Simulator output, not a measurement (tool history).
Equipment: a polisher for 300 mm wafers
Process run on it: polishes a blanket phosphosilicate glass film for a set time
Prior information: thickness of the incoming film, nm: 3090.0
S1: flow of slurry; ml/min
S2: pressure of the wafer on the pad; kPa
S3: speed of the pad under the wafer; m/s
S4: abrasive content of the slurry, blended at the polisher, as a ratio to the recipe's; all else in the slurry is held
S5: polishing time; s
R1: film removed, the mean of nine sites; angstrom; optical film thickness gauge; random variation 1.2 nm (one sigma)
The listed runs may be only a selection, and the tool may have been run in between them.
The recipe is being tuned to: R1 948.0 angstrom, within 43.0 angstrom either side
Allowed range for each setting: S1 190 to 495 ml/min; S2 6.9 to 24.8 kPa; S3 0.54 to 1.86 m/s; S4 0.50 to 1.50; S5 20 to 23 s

Run 1, hour 0.0: S1 320 ml/min, S2 15.9 kPa, S3 1.18 m/s, S4 1.00, S5 23 s. Result: R1 1792.5 angstrom.
Run 2, hour 7.9: S1 320 ml/min, S2 14.5 kPa, S3 1.18 m/s, S4 1.00, S5 23 s. Result: R1 1656.6 angstrom.
Run 3, hour 15.9: S1 320 ml/min, S2 13.1 kPa, S3 1.16 m/s, S4 1.00, S5 23 s. Result: R1 1488.5 angstrom.
Run 4, hour 24.9: S1 320 ml/min, S2 12.4 kPa, S3 1.14 m/s, S4 1.00, S5 23 s. Result: R1 1369.7 angstrom.
Run 5, hour 32.8: S1 320 ml/min, S2 11.7 kPa, S3 1.14 m/s, S4 1.00, S5 23 s. Result: R1 1320.7 angstrom.
Run 6, hour 34.7: S1 320 ml/min, S2 13.8 kPa, S3 1.14 m/s, S4 1.00, S5 23 s. Result: R1 1532.6 angstrom.
Run 7, hour 40.6: S1 320 ml/min, S2 13.8 kPa, S3 1.14 m/s, S4 1.00, S5 23 s. Result: R1 1546.7 angstrom.
Run 8, hour 42.7: S1 320 ml/min, S2 12.4 kPa, S3 1.14 m/s, S4 1.00, S5 23 s. Result: R1 1363.5 angstrom.
At hour 45.2: slurry nozzle cleaned.
Run 9, hour 45.2: S1 320 ml/min, S2 11.7 kPa, S3 1.14 m/s, S4 1.00, S5 23 s. Result: R1 1322.3 angstrom.
Run 10, hour 47.9: S1 320 ml/min, S2 11.0 kPa, S3 1.14 m/s, S4 1.00, S5 23 s. Result: R1 1260.9 angstrom.
Run 11, hour 49.7: S1 320 ml/min, S2 10.3 kPa, S3 1.14 m/s, S4 1.00, S5 23 s. Result: R1 1185.7 angstrom.

Exactly one of the 5 candidate moves below puts every result within its allowed miss. Which one?
Run A, hour 51.5: S1 305 ml/min, S2 11.0 kPa, S3 1.10 m/s, S4 0.90, S5 22 s. Result: R1 ?.
Run B, hour 51.5: S1 305 ml/min, S2 9.0 kPa, S3 1.40 m/s, S4 1.05, S5 20 s. Result: R1 ?.
Run C, hour 51.5: S1 330 ml/min, S2 11.7 kPa, S3 0.98 m/s, S4 1.00, S5 21 s. Result: R1 ?.
Run D, hour 51.5: S1 290 ml/min, S2 9.0 kPa, S3 1.46 m/s, S4 1.50, S5 23 s. Result: R1 ?.
Run E, hour 51.5: S1 365 ml/min, S2 11.0 kPa, S3 0.90 m/s, S4 1.10, S5 20 s. Result: R1 ?.

move      R1
   A  1094.7
   B  1052.3
   C  1059.3
   D  1416.4
   E   929.2
A: better than the last run, though not everything is in spec
B: better than the last run, though not everything is in spec
C: better than the last run, though not everything is in spec
D: misses by more than the last run did
E: each result inside its tolerance
E meets every target.
